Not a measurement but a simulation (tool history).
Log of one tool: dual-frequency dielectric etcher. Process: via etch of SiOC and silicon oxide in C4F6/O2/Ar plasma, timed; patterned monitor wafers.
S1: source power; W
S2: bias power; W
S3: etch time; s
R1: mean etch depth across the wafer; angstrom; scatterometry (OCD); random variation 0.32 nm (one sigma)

run 1 hour=0 | S1=470 S2=189 S3=58.5 | R1=727.79
run 2 hour=8.5 | S1=450 S2=188 S3=58.5 | R1=716.03
run 3 hour=10.1 | S1=420 S2=188 S3=58.5 | R1=700.44
run 4 hour=18.6 | S1=410 S2=187 S3=58.5 | R1=689.06
run 5 hour=27 | S1=400 S2=186 S3=58.5 | R1=684.84
run 6 hour=30.6 | S1=400 S2=208 S3=58.5 | R1=713.77
run 7 hour=38 | S1=380 S2=207 S3=58.5 | R1=695.11

The next listed run, before its measurement:
run 8 hour=45.6 | S1=370 S2=206 S3=58.5 | R1=?

R1: 697.25 angstrom
